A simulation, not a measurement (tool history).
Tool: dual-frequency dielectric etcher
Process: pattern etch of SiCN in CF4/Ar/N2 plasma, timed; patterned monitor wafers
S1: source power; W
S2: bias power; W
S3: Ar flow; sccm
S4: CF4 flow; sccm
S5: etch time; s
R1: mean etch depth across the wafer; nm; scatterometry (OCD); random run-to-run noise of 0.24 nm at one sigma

run 1 hour=0.0 | S1=380 S2=53 S3=121 S4=49 S5=49 | R1=31.768
run 2 hour=0.8 | S1=400 S2=53 S3=121 S4=49 S5=49 | R1=33.393
run 3 hour=4.6 | S1=400 S2=53 S3=121 S4=49 S5=49 | R1=33.416
run 4 hour=12.7 | S1=410 S2=53 S3=121 S4=49 S5=49 | R1=33.923
run 5 hour=15.8 | S1=420 S2=53 S3=121 S4=49 S5=49 | R1=34.499
run 6 hour=22.1 | S1=420 S2=47 S3=121 S4=49 S5=49 | R1=32.895
-- hour=29.8 wet clean of the chamber
run 7 hour=29.8 | S1=440 S2=47 S3=121 S4=49 S5=49 | R1=32.657

What does the tool deliver on the next run?
run 8 hour=33.0 | S1=520 S2=51 S3=118 S4=49 S5=49 | R1=?

{"run 8": {"R1": 39.044}}
